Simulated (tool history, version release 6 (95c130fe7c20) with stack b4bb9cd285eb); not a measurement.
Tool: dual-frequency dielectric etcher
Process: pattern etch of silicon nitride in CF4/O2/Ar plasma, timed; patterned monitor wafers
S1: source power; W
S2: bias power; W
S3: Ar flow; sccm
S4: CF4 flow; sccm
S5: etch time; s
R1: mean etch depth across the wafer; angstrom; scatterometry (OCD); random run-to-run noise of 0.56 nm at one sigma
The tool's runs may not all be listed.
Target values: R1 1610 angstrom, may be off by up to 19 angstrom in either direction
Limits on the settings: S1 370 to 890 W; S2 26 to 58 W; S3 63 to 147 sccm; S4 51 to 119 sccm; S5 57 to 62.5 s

| run | day | S1 | S2 | S3 | S4 | S5 | R1 |
|---|---|---|---|---|---|---|---|
| 1 | 0 | 630 | 42 | 105 | 85 | 62.5 | 1377.1 |
| 2 | 0.1 | 630 | 46 | 105 | 85 | 62.5 | 1447.1 |
| 3 | 0.192 | 550 | 46 | 105 | 85 | 62.5 | 1251.1 |
| 4 | 0.383 | 590 | 46 | 105 | 85 | 62.5 | 1352.1 |
| 5 | 0.7 | 590 | 53 | 105 | 85 | 62.5 | 1456.2 |
| 6 | 0.912 | 610 | 53 | 105 | 85 | 62.5 | 1513 |
| 7 | 1.138 | 620 | 53 | 105 | 85 | 62.5 | 1532.9 |
| 8 | 1.162 | 630 | 53 | 105 | 85 | 62.5 | 1572.6 |
| 9 | 1.229 | 640 | 53 | 105 | 85 | 62.5 | 1586.8 |
| 10 | 1.396 | 640 | 53 | 105 | 85 | 62.5 | 1586.1 |
| 11 | 1.617 | 640 | 53 | 105 | 85 | 62.5 | 1585.5 |

Which one of the following 5 next-run settings gets every result inside its allowed miss? There is exactly one.
| A | 1.838 | 680 | 52 | 111 | 83 | 62.5 | ? |
| B | 1.838 | 650 | 53 | 109 | 85 | 62.5 | ? |
| C | 1.838 | 630 | 57 | 89 | 83 | 59 | ? |
| D | 1.838 | 740 | 53 | 119 | 85 | 57.5 | ? |
| E | 1.838 | 690 | 49 | 90 | 106 | 57 | ? |

| move | R1 |
|---|---|
| A | 1650.9 |
| B | 1599.3 |
| C | 1559.2 |
| D | 1659.5 |
| E | 1556 |
A: moves the result that the last run missed by most past its target, out the other side
B: meets every target
C: the biggest miss grows against the last run
D: moves the result that the last run missed by most past its target, out the other side
E: the biggest miss grows against the last run
The move that meets every target is B.
